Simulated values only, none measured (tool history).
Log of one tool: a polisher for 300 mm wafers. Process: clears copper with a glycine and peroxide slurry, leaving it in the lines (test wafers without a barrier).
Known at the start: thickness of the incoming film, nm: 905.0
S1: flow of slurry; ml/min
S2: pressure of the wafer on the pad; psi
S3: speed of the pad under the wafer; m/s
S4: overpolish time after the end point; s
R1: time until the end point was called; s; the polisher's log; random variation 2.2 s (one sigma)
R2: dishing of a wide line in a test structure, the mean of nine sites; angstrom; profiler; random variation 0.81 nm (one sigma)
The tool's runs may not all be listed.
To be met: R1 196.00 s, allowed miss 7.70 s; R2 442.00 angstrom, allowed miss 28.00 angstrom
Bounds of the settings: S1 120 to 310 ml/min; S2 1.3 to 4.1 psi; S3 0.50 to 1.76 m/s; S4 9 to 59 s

Run 1, hour 0.0: S1 200 ml/min, S2 2.7 psi, S3 1.12 m/s, S4 30 s. Result: R1 174.90 s, R2 823.42 angstrom.
Run 2, hour 7.8: S1 175 ml/min, S2 2.7 psi, S3 1.12 m/s, S4 30 s. Result: R1 176.55 s, R2 817.40 angstrom.
Run 3, hour 15.9: S1 175 ml/min, S2 2.7 psi, S3 1.12 m/s, S4 20 s. Result: R1 174.69 s, R2 632.22 angstrom.
Run 4, hour 18.5: S1 195 ml/min, S2 2.7 psi, S3 1.12 m/s, S4 20 s. Result: R1 173.53 s, R2 636.95 angstrom.
Run 5, hour 20.2: S1 195 ml/min, S2 2.7 psi, S3 1.28 m/s, S4 20 s. Result: R1 160.22 s, R2 689.63 angstrom.
Run 6, hour 29.0: S1 155 ml/min, S2 2.7 psi, S3 1.28 m/s, S4 20 s. Result: R1 160.78 s, R2 677.22 angstrom.
Run 7, hour 32.8: S1 120 ml/min, S2 2.0 psi, S3 1.32 m/s, S4 9 s. Result: R1 215.87 s, R2 266.63 angstrom.
Run 8, hour 34.6: S1 140 ml/min, S2 2.0 psi, S3 1.30 m/s, S4 10 s. Result: R1 213.56 s, R2 301.37 angstrom.
Run 9, hour 35.7: S1 155 ml/min, S2 2.0 psi, S3 1.30 m/s, S4 11 s. Result: R1 207.63 s, R2 323.95 angstrom.
Run 10, hour 38.0: S1 165 ml/min, S2 2.0 psi, S3 1.30 m/s, S4 12 s. Result: R1 205.67 s, R2 360.83 angstrom.
Run 11, hour 45.0: S1 170 ml/min, S2 2.0 psi, S3 1.30 m/s, S4 12 s. Result: R1 202.50 s, R2 359.60 angstrom.
Run 12, hour 51.2: S1 175 ml/min, S2 2.0 psi, S3 1.30 m/s, S4 13 s. Result: R1 204.02 s, R2 385.03 angstrom.
Run 13, hour 52.7: S1 180 ml/min, S2 2.0 psi, S3 1.30 m/s, S4 13 s. Result: R1 198.82 s, R2 387.50 angstrom.
Run 14, hour 56.9: S1 185 ml/min, S2 2.0 psi, S3 1.30 m/s, S4 13 s. Result: R1 202.15 s, R2 388.91 angstrom.
Run 15, hour 63.0: S1 190 ml/min, S2 2.0 psi, S3 1.30 m/s, S4 13 s. Result: R1 202.33 s, R2 377.26 angstrom.
Run 16, hour 66.9: S1 195 ml/min, S2 2.0 psi, S3 1.30 m/s, S4 13 s. Result: R1 200.61 s, R2 383.62 angstrom.
Run 17, hour 71.7: S1 200 ml/min, S2 2.0 psi, S3 1.30 m/s, S4 13 s. Result: R1 197.35 s, R2 397.40 angstrom.
Run 18, hour 72.9: S1 205 ml/min, S2 2.0 psi, S3 1.30 m/s, S4 13 s. Result: R1 203.66 s, R2 397.54 angstrom.
Run 19, hour 80.6: S1 210 ml/min, S2 2.0 psi, S3 1.30 m/s, S4 13 s. Result: R1 201.64 s, R2 386.48 angstrom.
Run 20, hour 82.3: S1 215 ml/min, S2 2.0 psi, S3 1.30 m/s, S4 13 s. Result: R1 196.93 s, R2 375.20 angstrom.

Which of these 4 next moves meets every target?
Run A, hour 84.0: S1 190 ml/min, S2 2.1 psi, S3 1.28 m/s, S4 15 s. Result: R1 ?, R2 ?.
Run B, hour 84.0: S1 260 ml/min, S2 1.6 psi, S3 1.46 m/s, S4 14 s. Result: R1 ?, R2 ?.
Run C, hour 84.0: S1 225 ml/min, S2 1.9 psi, S3 1.24 m/s, S4 14 s. Result: R1 ?, R2 ?.
Run D, hour 84.0: S1 280 ml/min, S2 2.1 psi, S3 1.28 m/s, S4 9 s. Result: R1 ?, R2 ?.

move      R1      R2
   A  200.93  431.50
   B  218.90  373.84
   C  218.25  379.12
   D  192.23  289.69
A: meets every target
B: further off than the last run
C: further off than the last run
D: further off than the last run
The right move is A.

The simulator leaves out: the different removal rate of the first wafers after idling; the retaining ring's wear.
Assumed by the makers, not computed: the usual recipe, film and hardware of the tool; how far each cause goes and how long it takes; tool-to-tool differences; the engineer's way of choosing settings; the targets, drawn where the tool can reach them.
